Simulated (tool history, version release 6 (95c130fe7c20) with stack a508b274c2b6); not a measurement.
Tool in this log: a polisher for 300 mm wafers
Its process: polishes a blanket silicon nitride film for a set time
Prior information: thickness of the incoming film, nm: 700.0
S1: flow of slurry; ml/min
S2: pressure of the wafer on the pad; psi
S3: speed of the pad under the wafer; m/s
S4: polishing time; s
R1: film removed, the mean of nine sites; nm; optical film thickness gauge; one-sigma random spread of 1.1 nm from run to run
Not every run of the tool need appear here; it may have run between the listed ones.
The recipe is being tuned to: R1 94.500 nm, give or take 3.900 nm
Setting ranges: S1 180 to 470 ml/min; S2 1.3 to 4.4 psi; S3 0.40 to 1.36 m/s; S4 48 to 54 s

run,hour,S1,S2,S3,S4,R1
1,0.0,300,2.8,0.88,54,62.359
2,1.2,300,2.8,0.88,48,56.425
3,8.2,300,2.8,1.06,48,64.661
4,10.6,300,2.8,1.14,48,67.575
5,15.5,300,2.8,1.14,54,76.788
6,17.4,300,2.8,1.14,48,68.784
7,22.3,300,3.1,1.14,48,74.988
8,30.3,300,3.1,1.14,48,75.722
# hour 38.5: slurry nozzle cleaned
9,38.5,300,3.3,1.14,48,81.350

Which one of the following 4 next-run settings gets every result inside its allowed miss? There is exactly one.
A,46.7,240,2.9,1.14,48,?
B,46.7,330,3.2,1.20,54,?
C,46.7,275,3.5,1.24,54,?
D,46.7,280,2.7,1.18,48,?

move,R1
A,70.246
B,92.789
C,102.600
D,68.192
A: the biggest miss grows against the last run
B: each result inside its tolerance
C: pushes the last run's worst result past its target
D: the biggest miss grows against the last run
B meets every target.
